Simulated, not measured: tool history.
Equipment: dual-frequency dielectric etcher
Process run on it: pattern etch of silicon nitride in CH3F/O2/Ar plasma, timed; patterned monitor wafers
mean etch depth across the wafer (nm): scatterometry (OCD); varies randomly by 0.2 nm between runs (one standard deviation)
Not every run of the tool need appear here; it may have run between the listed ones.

run  hour  source power (kW)  bias power (kW)  etch time (s)  mean etch depth across the wafer (nm)
  1   0.0              0.350            0.078           53.0                                 34.276
  2   7.4              0.360            0.079           53.0                                 34.650
  3   9.5              0.360            0.067           53.0                                 33.166
  4  13.1              0.370            0.068           53.0                                 33.471
  5  15.9              0.380            0.069           53.0                                 34.016
  6  18.2              0.380            0.069           55.5                                 35.489
  7  21.0              0.390            0.070           55.5                                 35.728

Run 8 comes next. What will it give?
  8  29.0              0.400            0.072           55.5                                      ?

{"run 8": {"mean etch depth across the wafer (nm)": 36.163}}
